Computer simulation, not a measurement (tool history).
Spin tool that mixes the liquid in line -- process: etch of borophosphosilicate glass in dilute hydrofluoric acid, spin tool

run	day	temperature setpoint of the liquid (C)	parts of water to one part of 49 % hydrofluoric acid (parts by volume)	time under the liquid (s)	thickness taken off the borophosphosilicate glass on a monitor wafer (nm)
1	0	23	115	70	25.391
2	0.133	23	115	75	27.41
3	0.429	24.5	105	75	32.104
4	0.508	27	105	75	35.361
5	0.758	27	85	75	45.217
6	1.083	28	85	75	46.607
7	1.146	28.5	85	75	46.786

The next listed run, before its measurement:
8	1.446	29	85	75	?

{"run 8": {"thickness taken off the borophosphosilicate glass on a monitor wafer (nm)": 48.466}}
